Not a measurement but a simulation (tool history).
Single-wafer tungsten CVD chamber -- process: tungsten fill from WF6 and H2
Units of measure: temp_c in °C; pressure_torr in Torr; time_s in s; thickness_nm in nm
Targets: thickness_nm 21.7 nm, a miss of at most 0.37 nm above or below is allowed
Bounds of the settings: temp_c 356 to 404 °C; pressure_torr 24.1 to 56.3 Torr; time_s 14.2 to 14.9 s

run 1 hour=0 | temp_c=380 pressure_torr=40.2 time_s=14.9 | thickness_nm=33.397
run 2 hour=3.1 | temp_c=380 pressure_torr=40.2 time_s=14.9 | thickness_nm=33.961
run 3 hour=7.4 | temp_c=391 pressure_torr=40.2 time_s=14.9 | thickness_nm=42.343
run 4 hour=13.3 | temp_c=382 pressure_torr=40.2 time_s=14.9 | thickness_nm=34.669
run 5 hour=14.7 | temp_c=378 pressure_torr=40.1 time_s=14.9 | thickness_nm=32.183
run 6 hour=20.7 | temp_c=375 pressure_torr=40 time_s=14.9 | thickness_nm=30.269
run 7 hour=23.2 | temp_c=372 pressure_torr=39.9 time_s=14.9 | thickness_nm=28.347
run 8 hour=31.2 | temp_c=370 pressure_torr=39.8 time_s=14.9 | thickness_nm=26.841
run 9 hour=34.5 | temp_c=359 pressure_torr=39.5 time_s=14.9 | thickness_nm=20.936

4 candidate next runs follow, results not yet known. Just one meets every target within its allowed miss. Identify it.
run A hour=37.8 | temp_c=357 pressure_torr=39.6 time_s=14.8 | thickness_nm=?
run B hour=37.8 | temp_c=360 pressure_torr=38.8 time_s=14.2 | thickness_nm=?
run C hour=37.8 | temp_c=363 pressure_torr=37.5 time_s=14.6 | thickness_nm=?
run D hour=37.8 | temp_c=358 pressure_torr=45.1 time_s=14.2 | thickness_nm=?

move=A thickness_nm=19.749
move=B thickness_nm=20.089
move=C thickness_nm=21.731
move=D thickness_nm=20.735
A: further off than the last run
B: further off than the last run
C: meets every target
D: further off than the last run
So the answer is move C, the one that meets all the targets.
